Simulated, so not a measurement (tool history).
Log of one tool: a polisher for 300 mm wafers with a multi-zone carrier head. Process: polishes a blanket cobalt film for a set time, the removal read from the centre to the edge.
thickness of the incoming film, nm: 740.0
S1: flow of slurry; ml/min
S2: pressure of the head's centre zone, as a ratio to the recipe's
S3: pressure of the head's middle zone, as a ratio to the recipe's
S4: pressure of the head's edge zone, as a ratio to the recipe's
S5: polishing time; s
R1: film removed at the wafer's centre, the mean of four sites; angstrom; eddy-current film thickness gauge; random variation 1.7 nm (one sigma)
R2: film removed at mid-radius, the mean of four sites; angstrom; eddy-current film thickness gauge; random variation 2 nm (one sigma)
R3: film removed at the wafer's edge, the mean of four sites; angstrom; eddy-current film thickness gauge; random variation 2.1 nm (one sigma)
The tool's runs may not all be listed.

{"run": 1, "hour": 0.0, "S1": 215, "S2": 1.0, "S3": 1.0, "S4": 1.0, "S5": 63, "R1": 2253.7, "R2": 2256.8, "R3": 2167.7}
{"run": 2, "hour": 1.5, "S1": 245, "S2": 1.0, "S3": 1.0, "S4": 1.0, "S5": 63, "R1": 2312.0, "R2": 2333.2, "R3": 2208.1}
{"run": 3, "hour": 7.2, "S1": 245, "S2": 1.0, "S3": 1.04, "S4": 1.0, "S5": 63, "R1": 2305.3, "R2": 2395.0, "R3": 2210.0}
{"run": 4, "hour": 9.1, "S1": 260, "S2": 1.0, "S3": 1.03, "S4": 1.05, "S5": 63, "R1": 2290.5, "R2": 2398.2, "R3": 2280.4}
{"run": 5, "hour": 13.9, "S1": 270, "S2": 1.01, "S3": 1.02, "S4": 1.08, "S5": 64, "R1": 2404.8, "R2": 2424.4, "R3": 2368.2}
{"run": 6, "hour": 19.7, "S1": 270, "S2": 1.01, "S3": 1.02, "S4": 1.08, "S5": 69, "R1": 2561.9, "R2": 2607.7, "R3": 2506.9}
{"run": 7, "hour": 22.7, "S1": 260, "S2": 1.0, "S3": 1.01, "S4": 1.1, "S5": 69, "R1": 2513.5, "R2": 2568.9, "R3": 2554.0}

Forecast run 8:
{"run": 8, "hour": 31.3, "S1": 250, "S2": 1.0, "S3": 1.0, "S4": 1.11, "S5": 69, "R1": "?", "R2": "?", "R3": "?"}

R1: 2532.5 angstrom
R2: 2569.2 angstrom
R3: 2575.8 angstrom

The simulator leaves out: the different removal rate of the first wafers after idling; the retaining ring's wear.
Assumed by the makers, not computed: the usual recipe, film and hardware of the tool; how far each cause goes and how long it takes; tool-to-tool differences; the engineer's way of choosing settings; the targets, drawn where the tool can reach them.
